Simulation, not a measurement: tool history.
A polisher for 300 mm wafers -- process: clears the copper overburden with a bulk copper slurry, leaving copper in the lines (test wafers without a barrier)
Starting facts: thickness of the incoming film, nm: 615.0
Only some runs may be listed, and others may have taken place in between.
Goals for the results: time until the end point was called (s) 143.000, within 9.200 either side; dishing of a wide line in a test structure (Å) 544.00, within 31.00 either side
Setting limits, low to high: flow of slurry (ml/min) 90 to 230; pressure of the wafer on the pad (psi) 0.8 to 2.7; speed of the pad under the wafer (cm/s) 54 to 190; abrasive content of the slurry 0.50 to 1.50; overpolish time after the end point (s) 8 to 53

run,hour,flow of slurry (ml/min),pressure of the wafer on the pad (psi),speed of the pad under the wafer (cm/s),abrasive content of the slurry,overpolish time after the end point (s),time until the end point was called (s),dishing of a wide line in a test structure (Å)
1,0.0,150,1.7,122,1.00,27,99.479,766.14
2,3.1,150,1.7,122,1.00,33,95.288,838.76
3,5.0,130,1.7,122,1.00,33,102.580,828.73
4,7.7,130,2.0,122,1.00,33,90.220,889.10
5,11.9,100,2.0,122,1.00,33,98.732,866.69
6,18.2,105,1.8,122,1.00,31,103.190,822.89
7,25.0,110,1.7,120,1.00,28,108.600,745.98
8,26.7,110,1.6,118,1.00,26,115.020,665.87
9,34.5,110,1.5,118,1.00,26,117.800,664.01
10,37.5,110,1.4,118,1.00,25,120.890,610.08
11,42.5,110,1.3,116,1.00,25,132.450,597.41

Which one of the following 4 next-run settings gets every result inside its allowed miss? There is exactly one.
A,47.5,115,1.4,120,1.15,27,?,?
B,47.5,115,1.2,112,1.00,23,?,?
C,47.5,115,1.4,118,1.05,29,?,?
D,47.5,105,1.5,120,1.05,25,?,?

move,time until the end point was called (s),dishing of a wide line in a test structure (Å)
A,117.770,661.22
B,141.330,525.49
C,121.760,675.51
D,117.350,639.44
A: the biggest miss grows against the last run
B: all results land within tolerance of their targets
C: the biggest miss grows against the last run
D: the biggest miss grows against the last run
So the answer is move B, the one that meets all the targets.

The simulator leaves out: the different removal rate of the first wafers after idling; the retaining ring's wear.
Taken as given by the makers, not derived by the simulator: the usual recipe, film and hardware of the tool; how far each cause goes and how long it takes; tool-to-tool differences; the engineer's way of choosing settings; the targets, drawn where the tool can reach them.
